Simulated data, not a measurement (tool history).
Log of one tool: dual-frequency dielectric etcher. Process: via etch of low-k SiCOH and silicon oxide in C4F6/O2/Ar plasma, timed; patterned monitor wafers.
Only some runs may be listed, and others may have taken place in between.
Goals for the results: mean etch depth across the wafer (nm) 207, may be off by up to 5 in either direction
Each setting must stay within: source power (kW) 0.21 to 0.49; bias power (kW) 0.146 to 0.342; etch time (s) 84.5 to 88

run  hour  source power (kW)  bias power (kW)  etch time (s)  mean etch depth across the wafer (nm)
  1     0               0.35            0.244           84.5                                 240.92
  2   7.5               0.35            0.279           84.5                                 247.01
  3  10.7               0.35            0.279             88                                 257.54
  4  17.9               0.32            0.266             87                                 244.43
  5  20.7                0.3            0.256           86.5                                 233.16
     28.7  -- source power generator calibrated
  6  28.7                0.3            0.256             88                                 240.27
  7  36.4               0.28            0.247           87.5                                  227.4
  8  45.1               0.26            0.244           87.5                                 223.94
  9  53.8               0.25            0.239             87                                 216.34
 10  62.1               0.24            0.238             87                                 212.49
 11  66.1               0.24            0.237             87                                 212.88
 12  67.1               0.24            0.236             87                                 212.66
 13  73.6               0.24            0.235             87                                 212.11
 14  79.7               0.24            0.234             87                                 214.22

Which of these 4 next moves meets every target?
  A  85.8               0.21            0.241           84.5                                      ?
  B  85.8               0.21            0.243           84.5                                      ?
  C  85.8               0.25            0.249           87.5                                      ?
  D  85.8               0.21            0.256           87.5                                      ?

move  mean etch depth across the wafer (nm)
   A                                 198.43
   B                                 198.79
   C                                 219.91
   D                                 208.29
A: pushes the last run's worst result past its target
B: pushes the last run's worst result past its target
C: misses by more than the last run did
D: hits every target within its allowed miss
Move D is the one to make.
